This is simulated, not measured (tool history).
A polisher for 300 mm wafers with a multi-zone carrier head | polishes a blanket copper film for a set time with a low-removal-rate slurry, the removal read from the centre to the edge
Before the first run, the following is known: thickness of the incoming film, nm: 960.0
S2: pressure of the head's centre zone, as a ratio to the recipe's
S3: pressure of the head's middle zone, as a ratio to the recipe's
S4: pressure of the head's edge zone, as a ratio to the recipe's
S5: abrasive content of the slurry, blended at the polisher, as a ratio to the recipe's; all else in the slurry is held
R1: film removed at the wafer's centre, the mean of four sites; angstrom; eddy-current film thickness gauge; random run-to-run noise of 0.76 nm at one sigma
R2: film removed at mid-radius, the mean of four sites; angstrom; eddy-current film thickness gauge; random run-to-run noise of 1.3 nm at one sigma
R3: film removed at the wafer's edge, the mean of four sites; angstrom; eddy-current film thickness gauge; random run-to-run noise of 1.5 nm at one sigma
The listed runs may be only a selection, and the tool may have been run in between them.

Run 1, hour 0.0: flow of slurry (ml/min) 215, S2 1.00, S3 1.00, S4 1.00, S5 1.00, polishing time (s) 69. Result: R1 2158.7 angstrom, R2 2144.0 angstrom, R3 2106.3 angstrom.
Run 2, hour 2.3: flow of slurry (ml/min) 215, S2 1.00, S3 1.00, S4 1.00, S5 1.00, polishing time (s) 86. Result: R1 2628.1 angstrom, R2 2737.5 angstrom, R3 2669.1 angstrom.
Run 3, hour 3.9: flow of slurry (ml/min) 215, S2 1.00, S3 1.00, S4 1.00, S5 1.10, polishing time (s) 86. Result: R1 2733.1 angstrom, R2 2811.2 angstrom, R3 2705.9 angstrom.
Run 4, hour 8.2: flow of slurry (ml/min) 215, S2 0.99, S3 1.00, S4 0.98, S5 1.05, polishing time (s) 81. Result: R1 2481.5 angstrom, R2 2550.7 angstrom, R3 2568.0 angstrom.
Run 5, hour 14.3: flow of slurry (ml/min) 215, S2 1.05, S3 1.00, S4 0.98, S5 1.05, polishing time (s) 81. Result: R1 2618.9 angstrom, R2 2595.4 angstrom, R3 2482.8 angstrom.
Run 6, hour 19.3: flow of slurry (ml/min) 215, S2 1.05, S3 1.00, S4 0.98, S5 0.90, polishing time (s) 81. Result: R1 2595.8 angstrom, R2 2484.9 angstrom, R3 2397.4 angstrom.
Run 7, hour 20.6: flow of slurry (ml/min) 215, S2 1.05, S3 1.00, S4 0.98, S5 0.90, polishing time (s) 81. Result: R1 2575.0 angstrom, R2 2522.3 angstrom, R3 2509.6 angstrom.
Run 8, hour 24.5: flow of slurry (ml/min) 210, S2 1.04, S3 1.02, S4 0.98, S5 0.85, polishing time (s) 75. Result: R1 2319.3 angstrom, R2 2299.8 angstrom, R3 2246.0 angstrom.
Run 9, hour 33.2: flow of slurry (ml/min) 215, S2 1.03, S3 1.04, S4 0.97, S5 0.80, polishing time (s) 70. Result: R1 2136.6 angstrom, R2 2147.0 angstrom, R3 2050.3 angstrom.
Run 10, hour 39.0: flow of slurry (ml/min) 215, S2 1.02, S3 1.05, S4 0.96, S5 0.75, polishing time (s) 66. Result: R1 1985.7 angstrom, R2 2040.4 angstrom, R3 1907.2 angstrom.
Run 11, hour 45.8: flow of slurry (ml/min) 215, S2 1.00, S3 1.05, S4 0.95, S5 0.70, polishing time (s) 63. Result: R1 1809.0 angstrom, R2 1892.3 angstrom, R3 1791.1 angstrom.
Run 12, hour 47.5: flow of slurry (ml/min) 220, S2 0.99, S3 1.05, S4 0.94, S5 0.70, polishing time (s) 60. Result: R1 1723.3 angstrom, R2 1819.3 angstrom, R3 1675.3 angstrom.
Run 13, hour 54.5: flow of slurry (ml/min) 225, S2 0.97, S3 1.03, S4 0.93, S5 0.70, polishing time (s) 59. Result: R1 1650.6 angstrom, R2 1761.2 angstrom, R3 1649.5 angstrom.
Run 14, hour 56.5: flow of slurry (ml/min) 235, S2 0.96, S3 1.02, S4 0.92, S5 0.70, polishing time (s) 57. Result: R1 1586.6 angstrom, R2 1711.3 angstrom, R3 1579.6 angstrom.
Run 15, hour 59.2: flow of slurry (ml/min) 240, S2 0.95, S3 1.00, S4 0.91, S5 0.70, polishing time (s) 56. Result: R1 1533.4 angstrom, R2 1639.0 angstrom, R3 1620.9 angstrom.
Run 16, hour 61.7: flow of slurry (ml/min) 230, S2 0.95, S3 1.00, S4 0.90, S5 0.70, polishing time (s) 55. Result: R1 1498.7 angstrom, R2 1600.5 angstrom, R3 1517.3 angstrom.
Run 17, hour 63.0: flow of slurry (ml/min) 220, S2 0.94, S3 0.99, S4 0.89, S5 0.70, polishing time (s) 55. Result: R1 1509.9 angstrom, R2 1583.2 angstrom, R3 1521.8 angstrom.
Run 18, hour 69.5: flow of slurry (ml/min) 215, S2 0.93, S3 0.99, S4 0.88, S5 0.70, polishing time (s) 54. Result: R1 1445.7 angstrom, R2 1544.6 angstrom, R3 1502.5 angstrom.
Run 19, hour 75.5: flow of slurry (ml/min) 215, S2 0.93, S3 0.99, S4 0.88, S5 0.70, polishing time (s) 54. Result: R1 1447.4 angstrom, R2 1565.1 angstrom, R3 1477.5 angstrom.

Run 20 comes next. What will it give?
Run 20, hour 82.8: flow of slurry (ml/min) 215, S2 0.93, S3 0.99, S4 0.88, S5 0.70, polishing time (s) 54. Result: R1 ?, R2 ?, R3 ?.

R1: 1445.3 angstrom
R2: 1553.9 angstrom
R3: 1486.3 angstrom
